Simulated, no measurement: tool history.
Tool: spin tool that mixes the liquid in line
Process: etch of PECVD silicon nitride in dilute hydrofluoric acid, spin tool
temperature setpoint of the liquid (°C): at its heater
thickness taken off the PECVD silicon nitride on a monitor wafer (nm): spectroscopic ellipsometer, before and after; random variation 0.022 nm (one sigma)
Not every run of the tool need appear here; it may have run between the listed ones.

| run | hour | temperature setpoint of the liquid (°C) | parts of water to one part of 49 % hydrofluoric acid (parts by volume) | time under the liquid (s) | thickness taken off the PECVD silicon nitride on a monitor wafer (nm) |
|---|---|---|---|---|---|
| 1 | 0.0 | 22.0 | 80 | 65 | 2.1288 |
| 2 | 2.6 | 22.0 | 80 | 65 | 2.1226 |
| 3 | 9.9 | 23.0 | 80 | 65 | 2.2579 |
| 4 | 13.5 | 24.0 | 80 | 65 | 2.4397 |
| 5 | 15.2 | 25.0 | 80 | 65 | 2.6248 |
| 6 | 17.7 | 25.0 | 80 | 65 | 2.6237 |
| 7 | 25.4 | 25.5 | 80 | 65 | 2.6831 |

The next listed run, before its measurement:
| 8 | 32.7 | 26.0 | 80 | 65 | ? |

thickness taken off the PECVD silicon nitride on a monitor wafer (nm): 2.7943
